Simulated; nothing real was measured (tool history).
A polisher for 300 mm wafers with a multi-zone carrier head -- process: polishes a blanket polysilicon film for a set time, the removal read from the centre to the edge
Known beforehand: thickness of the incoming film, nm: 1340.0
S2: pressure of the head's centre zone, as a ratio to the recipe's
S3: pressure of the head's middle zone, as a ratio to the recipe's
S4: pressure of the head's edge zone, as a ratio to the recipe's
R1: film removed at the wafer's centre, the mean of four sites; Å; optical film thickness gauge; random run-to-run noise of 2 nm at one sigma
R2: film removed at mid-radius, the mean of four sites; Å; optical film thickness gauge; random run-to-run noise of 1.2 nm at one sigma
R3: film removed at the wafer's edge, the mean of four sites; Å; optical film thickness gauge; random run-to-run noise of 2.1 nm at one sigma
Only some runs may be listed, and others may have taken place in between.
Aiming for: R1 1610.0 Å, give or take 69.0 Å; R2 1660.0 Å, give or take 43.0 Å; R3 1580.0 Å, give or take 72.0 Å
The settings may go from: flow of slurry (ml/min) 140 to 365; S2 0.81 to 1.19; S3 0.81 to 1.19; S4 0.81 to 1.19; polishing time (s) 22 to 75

run 1 hour=0.0 | flow_of_slurry_(ml/min)=235 S2=1.00 S3=1.00 S4=1.00 polishing_time_(s)=48 | R1=2328.6 R2=2299.9 R3=2245.6
run 2 hour=2.9 | flow_of_slurry_(ml/min)=235 S2=1.00 S3=0.97 S4=1.00 polishing_time_(s)=48 | R1=2283.4 R2=2245.9 R3=2285.0
run 3 hour=6.3 | flow_of_slurry_(ml/min)=270 S2=1.00 S3=0.97 S4=1.00 polishing_time_(s)=48 | R1=2315.1 R2=2298.7 R3=2319.0
run 4 hour=13.1 | flow_of_slurry_(ml/min)=270 S2=0.96 S3=0.97 S4=1.00 polishing_time_(s)=48 | R1=2286.0 R2=2274.4 R3=2265.8
run 5 hour=15.2 | flow_of_slurry_(ml/min)=270 S2=0.96 S3=1.05 S4=1.00 polishing_time_(s)=48 | R1=2221.4 R2=2433.9 R3=2377.9
run 6 hour=21.5 | flow_of_slurry_(ml/min)=270 S2=0.96 S3=1.11 S4=1.00 polishing_time_(s)=48 | R1=2259.8 R2=2564.6 R3=2346.0
run 7 hour=24.0 | flow_of_slurry_(ml/min)=255 S2=0.95 S3=1.07 S4=0.97 polishing_time_(s)=45 | R1=2089.9 R2=2318.6 R3=2135.4
run 8 hour=32.5 | flow_of_slurry_(ml/min)=245 S2=0.93 S3=1.03 S4=0.95 polishing_time_(s)=43 | R1=1967.4 R2=2107.6 R3=2074.7
run 9 hour=38.3 | flow_of_slurry_(ml/min)=245 S2=0.94 S3=1.03 S4=0.94 polishing_time_(s)=40 | R1=1847.9 R2=1964.0 R3=1815.1
run 10 hour=42.4 | flow_of_slurry_(ml/min)=245 S2=0.93 S3=1.01 S4=0.92 polishing_time_(s)=39 | R1=1760.3 R2=1867.7 R3=1795.2
run 11 hour=51.2 | flow_of_slurry_(ml/min)=245 S2=0.93 S3=1.00 S4=0.90 polishing_time_(s)=38 | R1=1685.4 R2=1828.3 R3=1758.2
run 12 hour=52.0 | flow_of_slurry_(ml/min)=215 S2=1.01 S3=0.97 S4=0.82 polishing_time_(s)=34 | R1=1624.8 R2=1573.5 R3=1473.7
run 13 hour=60.5 | flow_of_slurry_(ml/min)=220 S2=1.00 S3=0.98 S4=0.83 polishing_time_(s)=34 | R1=1637.1 R2=1581.8 R3=1492.4
run 14 hour=61.8 | flow_of_slurry_(ml/min)=225 S2=0.99 S3=0.98 S4=0.84 polishing_time_(s)=34 | R1=1629.1 R2=1579.9 R3=1499.9
run 15 hour=69.6 | flow_of_slurry_(ml/min)=225 S2=0.99 S3=0.98 S4=0.84 polishing_time_(s)=34 | R1=1608.5 R2=1576.7 R3=1503.8
run 16 hour=71.5 | flow_of_slurry_(ml/min)=230 S2=0.98 S3=0.99 S4=0.85 polishing_time_(s)=34 | R1=1616.4 R2=1611.8 R3=1501.6
run 17 hour=78.1 | flow_of_slurry_(ml/min)=230 S2=0.97 S3=0.99 S4=0.86 polishing_time_(s)=34 | R1=1565.5 R2=1585.1 R3=1512.6
run 18 hour=80.6 | flow_of_slurry_(ml/min)=260 S2=0.98 S3=1.02 S4=0.90 polishing_time_(s)=35 | R1=1655.2 R2=1720.3 R3=1609.9
run 19 hour=84.6 | flow_of_slurry_(ml/min)=260 S2=0.98 S3=1.01 S4=0.90 polishing_time_(s)=35 | R1=1678.8 R2=1707.0 R3=1630.9
-- hour=90.6 worn pad replaced by a new one
run 20 hour=90.6 | flow_of_slurry_(ml/min)=235 S2=0.96 S3=1.00 S4=0.87 polishing_time_(s)=34 | R1=1749.0 R2=1788.9 R3=1726.5
run 21 hour=98.0 | flow_of_slurry_(ml/min)=245 S2=0.96 S3=1.00 S4=0.87 polishing_time_(s)=34 | R1=1747.7 R2=1798.6 R3=1702.2
run 22 hour=99.5 | flow_of_slurry_(ml/min)=240 S2=0.96 S3=1.00 S4=0.87 polishing_time_(s)=34 | R1=1770.3 R2=1822.0 R3=1686.0
run 23 hour=100.4 | flow_of_slurry_(ml/min)=220 S2=0.95 S3=1.00 S4=0.86 polishing_time_(s)=34 | R1=1694.6 R2=1779.4 R3=1650.5
run 24 hour=102.7 | flow_of_slurry_(ml/min)=230 S2=0.95 S3=1.00 S4=0.86 polishing_time_(s)=34 | R1=1723.3 R2=1802.7 R3=1703.5

4 next moves are on the table. One of them brings every result within its allowed miss. Which?
run A hour=105.0 | flow_of_slurry_(ml/min)=255 S2=0.89 S3=0.87 S4=0.94 polishing_time_(s)=34 | R1=? R2=? R3=?
run B hour=105.0 | flow_of_slurry_(ml/min)=190 S2=0.86 S3=1.02 S4=0.97 polishing_time_(s)=38 | R1=? R2=? R3=?
run C hour=105.0 | flow_of_slurry_(ml/min)=235 S2=0.81 S3=1.00 S4=0.95 polishing_time_(s)=38 | R1=? R2=? R3=?
run D hour=105.0 | flow_of_slurry_(ml/min)=220 S2=0.95 S3=0.99 S4=0.90 polishing_time_(s)=32 | R1=? R2=? R3=?

move=A R1=1617.4 R2=1623.6 R3=1761.7
move=B R1=1671.0 R2=1990.9 R3=1932.2
move=C R1=1627.1 R2=2018.9 R3=1959.5
move=D R1=1593.6 R2=1670.0 R3=1603.1
A: the furthest-off result lands on target, but another misses its tolerance
B: moves away from the targets compared with the last run
C: moves away from the targets compared with the last run
D: all results in spec
D is the move that brings every result within its allowed miss.
